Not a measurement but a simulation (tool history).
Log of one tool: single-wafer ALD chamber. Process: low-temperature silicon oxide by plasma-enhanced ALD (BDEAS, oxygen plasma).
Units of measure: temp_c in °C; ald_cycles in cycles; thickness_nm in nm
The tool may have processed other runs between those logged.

| run | hour | temp_c | ald_cycles | thickness_nm |
|---|---|---|---|---|
| 1 | 0.0 | 95 | 18 | 2.7127 |
| 2 | 4.8 | 91 | 19 | 2.9089 |
| 3 | 8.6 | 91 | 17 | 2.5935 |
| 4 | 11.1 | 101 | 17 | 2.5140 |
| 5 | 16.1 | 101 | 18 | 2.6707 |
| 6 | 21.4 | 101 | 21 | 3.1011 |
| 7 | 28.3 | 99 | 21 | 3.1231 |
| 8 | 36.9 | 97 | 21 | 3.1502 |
| 9 | 37.6 | 95 | 21 | 3.1532 |
| 10 | 45.6 | 94 | 21 | 3.1803 |
| 11 | 51.3 | 92 | 21 | 3.1926 |
| 12 | 52.3 | 91 | 21 | 3.2106 |

Run 13 is up next; what results do you expect?
| 13 | 58.7 | 90 | 21 | ? |

Run 13 came out at thickness_nm 3.2174 nm.
